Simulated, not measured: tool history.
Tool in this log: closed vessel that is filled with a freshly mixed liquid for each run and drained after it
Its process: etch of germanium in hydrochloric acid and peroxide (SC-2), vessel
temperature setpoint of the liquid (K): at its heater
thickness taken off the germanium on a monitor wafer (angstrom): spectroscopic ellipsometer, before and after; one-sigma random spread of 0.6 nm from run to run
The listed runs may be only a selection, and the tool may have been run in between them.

run,hour,temperature setpoint of the liquid (K),parts of water to one part each of 37 % hydrochloric acid and 30 % peroxide (parts by volume),time in the liquid (s),thickness taken off the germanium on a monitor wafer (angstrom)
1,0,326.15,7,100,1765.5
2,8.3,322.65,7,100,1584.6
3,9.1,322.65,7,100,1583
4,14,320.65,7,100,1493
5,16.8,320.65,6,100,1500.6
6,18.2,319.15,6,100,1415.8
7,24.7,318.15,6,100,1374.4

Run 8, settings as shown, results not yet in. Your forecast:
8,32.9,317.15,6,100,?

thickness taken off the germanium on a monitor wafer (angstrom): 1327.4

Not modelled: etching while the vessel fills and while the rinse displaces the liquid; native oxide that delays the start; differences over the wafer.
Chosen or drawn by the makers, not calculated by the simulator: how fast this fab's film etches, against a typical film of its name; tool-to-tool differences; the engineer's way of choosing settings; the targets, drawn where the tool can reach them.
